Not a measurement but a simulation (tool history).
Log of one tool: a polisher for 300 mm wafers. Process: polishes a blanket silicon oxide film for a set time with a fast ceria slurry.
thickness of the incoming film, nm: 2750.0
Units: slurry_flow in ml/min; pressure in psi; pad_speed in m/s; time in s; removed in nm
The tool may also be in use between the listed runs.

| run | day | slurry_flow | pressure | pad_speed | time | removed |
|---|---|---|---|---|---|---|
| 1 | 0 | 265 | 1.7 | 0.76 | 36 | 275.13 |
| 2 | 0.167 | 265 | 1.7 | 0.86 | 36 | 305.44 |
| 3 | 0.433 | 265 | 1.3 | 0.86 | 36 | 234.76 |
| 4 | 0.712 | 265 | 1.3 | 0.86 | 36 | 236.39 |
| 5 | 0.825 | 315 | 1.3 | 0.86 | 36 | 240.23 |
| 6 | 1.012 | 315 | 1.4 | 0.86 | 36 | 260.75 |
| 7 | 1.388 | 320 | 1.4 | 0.86 | 36 | 259.56 |
| 8 | 1.75 | 330 | 1.6 | 0.86 | 36 | 295.52 |

Run 9 comes next. What will it give?
| 9 | 1.854 | 335 | 1.7 | 0.86 | 36 | ? |

removed: 314.25 nm
